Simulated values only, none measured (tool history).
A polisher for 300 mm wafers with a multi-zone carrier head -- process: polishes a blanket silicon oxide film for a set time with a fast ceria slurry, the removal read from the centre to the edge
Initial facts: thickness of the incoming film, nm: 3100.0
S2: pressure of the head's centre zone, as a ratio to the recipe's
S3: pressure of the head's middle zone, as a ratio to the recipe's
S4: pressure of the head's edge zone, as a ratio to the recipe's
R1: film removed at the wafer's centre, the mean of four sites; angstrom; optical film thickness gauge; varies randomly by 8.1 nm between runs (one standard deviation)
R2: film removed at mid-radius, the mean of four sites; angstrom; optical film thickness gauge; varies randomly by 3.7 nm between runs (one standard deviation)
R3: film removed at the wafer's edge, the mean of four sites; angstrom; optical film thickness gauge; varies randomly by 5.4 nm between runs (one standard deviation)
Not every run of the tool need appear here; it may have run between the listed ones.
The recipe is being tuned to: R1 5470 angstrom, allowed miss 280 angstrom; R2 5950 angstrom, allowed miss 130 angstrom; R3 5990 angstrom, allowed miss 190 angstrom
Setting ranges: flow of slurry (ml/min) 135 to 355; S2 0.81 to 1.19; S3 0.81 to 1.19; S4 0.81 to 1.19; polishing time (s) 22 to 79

{"run": 1, "hour": 0.0, "flow of slurry (ml/min)": 225, "S2": 1, "S3": 1, "S4": 1, "polishing time (s)": 50, "R1": 10884, "R2": 11077, "R3": 10904}
{"run": 2, "hour": 8.5, "flow of slurry (ml/min)": 255, "S2": 1, "S3": 1, "S4": 1, "polishing time (s)": 50, "R1": 11341, "R2": 11498, "R3": 11068}
{"run": 3, "hour": 16.6, "flow of slurry (ml/min)": 255, "S2": 1, "S3": 1, "S4": 1, "polishing time (s)": 40, "R1": 8729.1, "R2": 9186.3, "R3": 8766}
{"run": 4, "hour": 22.8, "flow of slurry (ml/min)": 255, "S2": 1.06, "S3": 1, "S4": 1, "polishing time (s)": 40, "R1": 9342.5, "R2": 9103, "R3": 8853.3}
{"run": 5, "hour": 29.7, "flow of slurry (ml/min)": 250, "S2": 1.04, "S3": 0.98, "S4": 0.99, "polishing time (s)": 39, "R1": 8803.2, "R2": 8706.3, "R3": 8611.4}
{"run": 6, "hour": 36.0, "flow of slurry (ml/min)": 250, "S2": 1.03, "S3": 0.97, "S4": 0.98, "polishing time (s)": 38, "R1": 8631.5, "R2": 8371.5, "R3": 8302.9}
{"run": 7, "hour": 39.6, "flow of slurry (ml/min)": 245, "S2": 1.01, "S3": 0.96, "S4": 0.97, "polishing time (s)": 37, "R1": 8164.4, "R2": 8268.4, "R3": 8159.1}
{"run": 8, "hour": 42.1, "flow of slurry (ml/min)": 240, "S2": 1, "S3": 0.95, "S4": 0.96, "polishing time (s)": 36, "R1": 7738.6, "R2": 7790, "R3": 7734.5}
{"run": 9, "hour": 50.2, "flow of slurry (ml/min)": 235, "S2": 0.99, "S3": 0.94, "S4": 0.95, "polishing time (s)": 35, "R1": 7517.2, "R2": 7481.4, "R3": 7449.4}
{"run": 10, "hour": 51.5, "flow of slurry (ml/min)": 230, "S2": 0.97, "S3": 0.93, "S4": 0.94, "polishing time (s)": 35, "R1": 7156.3, "R2": 7432.1, "R3": 7415.8}
{"run": 11, "hour": 54.4, "flow of slurry (ml/min)": 225, "S2": 0.96, "S3": 0.92, "S4": 0.93, "polishing time (s)": 35, "R1": 7329.8, "R2": 7350, "R3": 7362.1}
{"run": 12, "hour": 60.1, "flow of slurry (ml/min)": 220, "S2": 0.94, "S3": 0.91, "S4": 0.92, "polishing time (s)": 34, "R1": 6750.5, "R2": 7120, "R3": 7099.2}
{"run": 13, "hour": 60.9, "flow of slurry (ml/min)": 215, "S2": 0.93, "S3": 0.9, "S4": 0.91, "polishing time (s)": 34, "R1": 6956.6, "R2": 6956.5, "R3": 7058.1}
{"run": 14, "hour": 61.5, "flow of slurry (ml/min)": 215, "S2": 0.92, "S3": 0.9, "S4": 0.91, "polishing time (s)": 33, "R1": 6547.7, "R2": 6751.3, "R3": 6889.7}
{"run": 15, "hour": 64.3, "flow of slurry (ml/min)": 185, "S2": 0.85, "S3": 0.87, "S4": 0.81, "polishing time (s)": 28, "R1": 4811.8, "R2": 5345, "R3": 5370.5}
{"run": 16, "hour": 65.4, "flow of slurry (ml/min)": 250, "S2": 0.86, "S3": 0.88, "S4": 0.87, "polishing time (s)": 28, "R1": 5332.3, "R2": 5775.5, "R3": 5841.6}

Next run, 5 choices. One meets every target within its allowed miss, the rest don't. Which?
{"run": "A", "hour": 66.5, "flow of slurry (ml/min)": 270, "S2": 0.88, "S3": 0.91, "S4": 0.93, "polishing time (s)": 28, "R1": "?", "R2": "?", "R3": "?"}
{"run": "B", "hour": 66.5, "flow of slurry (ml/min)": 250, "S2": 0.83, "S3": 0.92, "S4": 0.82, "polishing time (s)": 30, "R1": "?", "R2": "?", "R3": "?"}
{"run": "C", "hour": 66.5, "flow of slurry (ml/min)": 225, "S2": 0.81, "S3": 0.93, "S4": 0.94, "polishing time (s)": 28, "R1": "?", "R2": "?", "R3": "?"}
{"run": "D", "hour": 66.5, "flow of slurry (ml/min)": 210, "S2": 0.88, "S3": 0.83, "S4": 0.84, "polishing time (s)": 29, "R1": "?", "R2": "?", "R3": "?"}
{"run": "E", "hour": 66.5, "flow of slurry (ml/min)": 275, "S2": 0.9, "S3": 0.85, "S4": 0.81, "polishing time (s)": 27, "R1": "?", "R2": "?", "R3": "?"}

move=A R1=5566.6 R2=5954.8 R3=6054.7
move=B R1=5546 R2=6358.5 R3=6070.3
move=C R1=4944.1 R2=5874 R3=5944.1
move=D R1=5472.6 R2=5461.8 R3=5800
move=E R1=5505.2 R2=5443.7 R3=5502.1
A: in spec on every target
B: the result that was furthest off in the last run now lies on the other side of its target
C: gets the furthest-off result to its target, but another result is out of tolerance
D: lands further from the targets than the last run did
E: lands further from the targets than the last run did
So the answer is move A, the one that meets all the targets.

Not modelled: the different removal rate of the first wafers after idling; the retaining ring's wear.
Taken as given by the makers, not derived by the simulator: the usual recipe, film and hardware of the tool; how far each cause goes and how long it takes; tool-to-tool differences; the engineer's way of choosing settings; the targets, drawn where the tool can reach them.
